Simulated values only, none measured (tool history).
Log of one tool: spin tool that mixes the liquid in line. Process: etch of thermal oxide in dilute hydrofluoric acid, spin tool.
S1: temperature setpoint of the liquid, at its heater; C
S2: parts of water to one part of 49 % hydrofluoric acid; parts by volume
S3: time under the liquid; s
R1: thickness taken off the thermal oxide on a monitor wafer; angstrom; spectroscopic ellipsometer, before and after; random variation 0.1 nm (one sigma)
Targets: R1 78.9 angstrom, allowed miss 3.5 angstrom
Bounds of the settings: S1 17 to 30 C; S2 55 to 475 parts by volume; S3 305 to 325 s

run,hour,S1,S2,S3,R1
1,0,22,265,305,45.486
2,2.4,19,265,305,40.94
3,5.4,20,255,305,45.614
4,14.4,21,245,305,47.588
5,20.3,21,245,325,51.329
6,26.2,21,245,305,48.537
7,27.4,22,235,305,52.565
8,30,23,230,305,57.35
9,35.3,23,230,305,56.183
10,42.5,24,225,305,59.393
11,49.7,24.5,220,305,61.693
12,51.7,25,215,305,66.878
# hour 60.2: hydrofluoric acid flow meter replaced
13,60.2,25.5,215,305,64.57
14,62,26,210,305,66.669
15,65.9,26.5,205,305,70.237

4 next moves are on the table. One of them brings every result within its allowed miss. Which?
A,69.8,25,215,320,?
B,69.8,26.5,230,325,?
C,69.8,23,210,320,?
D,69.8,27.5,190,305,?

move,R1
A,66.106
B,65.138
C,63.229
D,80.242
A: further off than the last run
B: further off than the last run
C: further off than the last run
D: meets every target
Answer: D

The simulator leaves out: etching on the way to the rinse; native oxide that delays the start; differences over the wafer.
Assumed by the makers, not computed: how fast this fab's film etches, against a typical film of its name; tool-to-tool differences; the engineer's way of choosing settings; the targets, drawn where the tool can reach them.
